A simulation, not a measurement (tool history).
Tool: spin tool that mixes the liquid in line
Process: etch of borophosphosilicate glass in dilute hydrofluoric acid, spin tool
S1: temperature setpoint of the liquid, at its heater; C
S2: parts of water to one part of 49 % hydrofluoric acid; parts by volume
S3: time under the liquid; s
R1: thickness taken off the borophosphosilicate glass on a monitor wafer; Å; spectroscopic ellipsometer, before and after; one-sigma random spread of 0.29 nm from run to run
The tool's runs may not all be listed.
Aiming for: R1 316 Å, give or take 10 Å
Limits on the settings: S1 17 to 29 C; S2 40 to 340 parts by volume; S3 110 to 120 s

run	hour	S1	S2	S3	R1
1	0	21	190	110	271.02
2	1	21.5	190	110	278.97
3	6	21.5	140	110	401.68
4	11.1	21	140	110	396.99
5	13.7	20.5	140	110	377.74
6	16.2	20.5	140	120	422.18
7	17.9	17	170	120	290.84
8	23.1	17.5	170	120	296.53
9	26.7	18	170	120	305.52

Below are 4 possible settings for the next run. Only one of them brings all results inside the allowed miss of their targets. Which is it?
A	30.3	19.5	160	110	?
B	30.3	18	175	120	?
C	30.3	24.5	220	120	?
D	30.3	19.5	165	120	?

move	R1
A	320.07
B	296.27
C	288.53
D	336.88
A: all results land within tolerance of their targets
B: further off than the last run
C: further off than the last run
D: pushes the last run's worst result past its target
Answer: A
